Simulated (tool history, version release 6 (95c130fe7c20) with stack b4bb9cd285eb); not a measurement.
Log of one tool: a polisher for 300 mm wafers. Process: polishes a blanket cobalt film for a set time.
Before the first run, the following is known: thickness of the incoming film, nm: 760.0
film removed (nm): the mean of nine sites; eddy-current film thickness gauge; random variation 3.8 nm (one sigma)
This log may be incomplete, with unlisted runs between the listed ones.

run  hour  flow of slurry (ml/min)  pressure of the wafer on the pad (kPa)  speed of the pad under the wafer (cm/s)  polishing time (s)  film removed (nm)
  1   0.0                      200                                    14.5                                       98                  67             329.92
  2   1.9                      200                                    14.5                                       84                  67             283.63
  3   6.6                      200                                    17.2                                       84                  67             335.58
  4   8.4                      200                                    17.2                                       84                  70             354.19
  5  11.2                      205                                    17.9                                       84                  70             370.96
  6  13.1                      205                                    17.9                                       84                  67             350.18
  7  14.8                      205                                    17.9                                       84                  67             351.49

Expected results for the next run?
  8  17.6                      205                                    18.6                                       84                  67                  ?

{"run 8": {"film removed (nm)": 369.05}}
